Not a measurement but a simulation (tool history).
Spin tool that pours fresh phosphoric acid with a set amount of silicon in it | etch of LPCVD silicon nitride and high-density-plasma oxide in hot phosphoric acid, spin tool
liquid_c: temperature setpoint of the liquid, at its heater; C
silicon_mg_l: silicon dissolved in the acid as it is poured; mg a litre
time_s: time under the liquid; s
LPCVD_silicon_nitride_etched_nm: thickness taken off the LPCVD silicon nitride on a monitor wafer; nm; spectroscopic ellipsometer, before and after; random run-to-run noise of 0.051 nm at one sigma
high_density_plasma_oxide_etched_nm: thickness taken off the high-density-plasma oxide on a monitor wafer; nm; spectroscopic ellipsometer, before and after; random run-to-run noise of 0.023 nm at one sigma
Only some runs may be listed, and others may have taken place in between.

run,hour,liquid_c,silicon_mg_l,time_s,LPCVD_silicon_nitride_etched_nm,high_density_plasma_oxide_etched_nm
1,0.0,164.0,29.0,100,9.8414,0.24918
2,1.2,164.0,37.0,100,9.7082,0.12973
3,2.5,162.5,37.0,100,9.2275,0.11557
4,10.9,162.5,25.5,100,9.4884,0.19137
5,11.7,162.5,15.0,100,9.2949,0.25217
6,15.7,162.5,15.0,85,7.9483,0.25691
7,22.8,162.0,15.0,80,7.2428,0.21936
8,26.6,161.5,14.5,75,6.7485,0.20406
9,35.4,161.0,14.5,70,6.1089,0.18317
10,39.3,160.5,14.5,70,6.1397,0.12557
11,42.1,160.5,12.0,70,5.9911,0.16887
12,49.0,160.0,11.0,70,5.8687,0.18802

Run 13 has not been measured yet. What should we expect?
13,53.9,159.0,16.0,60,?,?

LPCVD_silicon_nitride_etched_nm: 4.9113 nm
high_density_plasma_oxide_etched_nm: 0.12739 nm

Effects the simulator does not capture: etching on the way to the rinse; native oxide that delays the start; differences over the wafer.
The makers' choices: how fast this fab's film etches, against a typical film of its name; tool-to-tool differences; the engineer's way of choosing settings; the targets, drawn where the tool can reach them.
